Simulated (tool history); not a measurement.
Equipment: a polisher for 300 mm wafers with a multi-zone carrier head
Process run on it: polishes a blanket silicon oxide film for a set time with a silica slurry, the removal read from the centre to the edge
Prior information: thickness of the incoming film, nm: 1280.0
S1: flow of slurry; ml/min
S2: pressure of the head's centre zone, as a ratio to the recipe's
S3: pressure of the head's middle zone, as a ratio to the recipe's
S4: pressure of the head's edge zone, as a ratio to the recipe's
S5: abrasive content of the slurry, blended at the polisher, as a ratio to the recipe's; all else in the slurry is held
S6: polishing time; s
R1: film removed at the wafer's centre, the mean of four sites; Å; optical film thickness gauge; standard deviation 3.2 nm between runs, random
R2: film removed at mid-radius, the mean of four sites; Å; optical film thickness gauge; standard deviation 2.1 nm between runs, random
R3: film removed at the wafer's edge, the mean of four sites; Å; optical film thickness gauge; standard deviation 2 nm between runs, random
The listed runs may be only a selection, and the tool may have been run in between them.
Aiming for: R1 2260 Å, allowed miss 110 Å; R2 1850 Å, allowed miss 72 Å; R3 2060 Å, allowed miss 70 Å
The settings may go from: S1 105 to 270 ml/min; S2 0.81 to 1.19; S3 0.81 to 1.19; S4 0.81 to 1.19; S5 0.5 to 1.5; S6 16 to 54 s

| run | hour | S1 | S2 | S3 | S4 | S5 | S6 | R1 | R2 | R3 |
|---|---|---|---|---|---|---|---|---|---|---|
| 1 | 0 | 175 | 1 | 1 | 1 | 1 | 35 | 1276.8 | 1238.4 | 1273.5 |
| 2 | 1.2 | 175 | 1 | 1 | 1 | 0.85 | 35 | 1105.4 | 1123.1 | 1132.8 |
| 3 | 2.2 | 180 | 1.01 | 1 | 1.02 | 0.95 | 35 | 1234.2 | 1218.3 | 1206.2 |
| 4 | 6.7 | 180 | 1.01 | 1 | 0.95 | 0.95 | 35 | 1236.2 | 1249.6 | 1167.2 |
| 5 | 15.6 | 180 | 0.97 | 1 | 0.95 | 0.95 | 35 | 1185.9 | 1210 | 1183.2 |
| 6 | 21.5 | 180 | 0.97 | 1 | 0.95 | 0.8 | 35 | 1016.9 | 1068.4 | 1040.2 |
| 7 | 26.3 | 175 | 0.99 | 0.99 | 0.97 | 0.9 | 35 | 1131 | 1160.1 | 1148.3 |
| 8 | 32.3 | 190 | 1.09 | 0.93 | 1.07 | 1.15 | 36 | 1507.1 | 1344.3 | 1445.7 |
| 9 | 34.7 | 190 | 1.09 | 0.93 | 1.07 | 1.15 | 36 | 1560.4 | 1342.3 | 1444.1 |
| 10 | 40 | 190 | 1.09 | 0.93 | 1.07 | 1.15 | 36 | 1507.9 | 1334 | 1432.2 |
| 11 | 47.7 | 185 | 1.1 | 0.93 | 1.08 | 1.2 | 37 | 1600 | 1401.7 | 1529.3 |
| 12 | 55.5 | 185 | 1.1 | 0.93 | 1.08 | 1.2 | 37 | 1621.5 | 1428.7 | 1525.2 |
| 13 | 61.4 | 190 | 1.11 | 0.93 | 1.1 | 1.25 | 37 | 1667.8 | 1446.2 | 1571.9 |

Which single option among these 5 for the next run brings every result within its allowed miss of target? Just one does.
| A | 67.3 | 205 | 1.13 | 0.97 | 1.18 | 1.15 | 31 | ? | ? | ? |
| B | 67.3 | 160 | 0.95 | 0.92 | 1.18 | 1.4 | 29 | ? | ? | ? |
| C | 67.3 | 220 | 1.15 | 1.01 | 1.02 | 1.3 | 44 | ? | ? | ? |
| D | 67.3 | 215 | 1.15 | 0.9 | 1.11 | 1.25 | 47 | ? | ? | ? |
| E | 67.3 | 140 | 0.84 | 0.95 | 1.17 | 1.45 | 31 | ? | ? | ? |

| move | R1 | R2 | R3 |
|---|---|---|---|
| A | 1387.6 | 1219.1 | 1353.6 |
| B | 1139.5 | 1156.3 | 1347.4 |
| C | 2154.6 | 1911.8 | 1909.8 |
| D | 2249.6 | 1841.5 | 2086.3 |
| E | 1056.7 | 1247 | 1424.6 |
A: moves away from the targets compared with the last run
B: moves away from the targets compared with the last run
C: closes in on the targets versus the last run, not all within tolerance yet
D: each result inside its tolerance
E: moves away from the targets compared with the last run
Correct choice: D, which meets every target

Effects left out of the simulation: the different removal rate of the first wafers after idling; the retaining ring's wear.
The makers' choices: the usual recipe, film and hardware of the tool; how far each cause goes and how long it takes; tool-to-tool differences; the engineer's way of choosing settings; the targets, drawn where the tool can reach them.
